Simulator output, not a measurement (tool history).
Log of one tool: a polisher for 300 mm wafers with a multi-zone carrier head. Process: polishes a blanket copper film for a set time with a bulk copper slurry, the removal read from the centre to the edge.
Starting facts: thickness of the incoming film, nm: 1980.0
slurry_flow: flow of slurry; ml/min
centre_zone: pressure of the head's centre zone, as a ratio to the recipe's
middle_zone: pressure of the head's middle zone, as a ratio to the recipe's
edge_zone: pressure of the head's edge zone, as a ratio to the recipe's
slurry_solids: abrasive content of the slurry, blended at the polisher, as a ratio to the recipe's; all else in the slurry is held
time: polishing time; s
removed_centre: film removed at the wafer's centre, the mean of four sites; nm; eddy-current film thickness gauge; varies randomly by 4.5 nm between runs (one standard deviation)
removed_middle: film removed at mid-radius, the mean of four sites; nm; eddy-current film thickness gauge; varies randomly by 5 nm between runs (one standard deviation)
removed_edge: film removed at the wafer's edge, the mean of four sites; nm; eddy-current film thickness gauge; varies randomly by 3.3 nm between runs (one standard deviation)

run  hour  slurry_flow  centre_zone  middle_zone  edge_zone  slurry_solids  time  removed_centre  removed_middle  removed_edge
  1   0.0          235         1.00         1.00       1.00           1.00    60          562.25          527.90        514.40
  2   1.8          230         0.99         0.97       0.97           0.85    59          523.22          467.43        472.77
  3   5.4          230         0.99         1.01       0.97           0.85    59          537.81          502.20        471.64
  4   6.4          230         0.99         1.01       0.97           0.85    68          613.09          567.56        548.58
  5  11.4          230         0.99         1.01       1.03           0.85    68          610.36          560.17        566.25
  6  19.1          225         0.97         0.98       0.99           0.75    65          553.20          503.60        516.79
  7  20.8          220         0.96         0.96       0.95           0.70    63          509.97          474.25        479.71
  8  25.4          215         0.96         0.94       0.92           0.65    62          492.22          447.53        460.96
  9  27.2          210         0.96         0.93       0.90           0.60    61          474.21          428.11        429.95
 10  33.1          200         0.96         0.92       0.89           0.60    61          468.97          429.41        424.14
 11  41.9          190         0.96         0.90       0.88           0.60    61          474.38          412.19        416.13

Predict the results of run 12:
 12  46.8          165         0.91         0.88       0.86           0.55    61               ?               ?             ?

{"run 12": {"removed_centre": 431.53, "removed_middle": 392.01, "removed_edge": 399.21}}
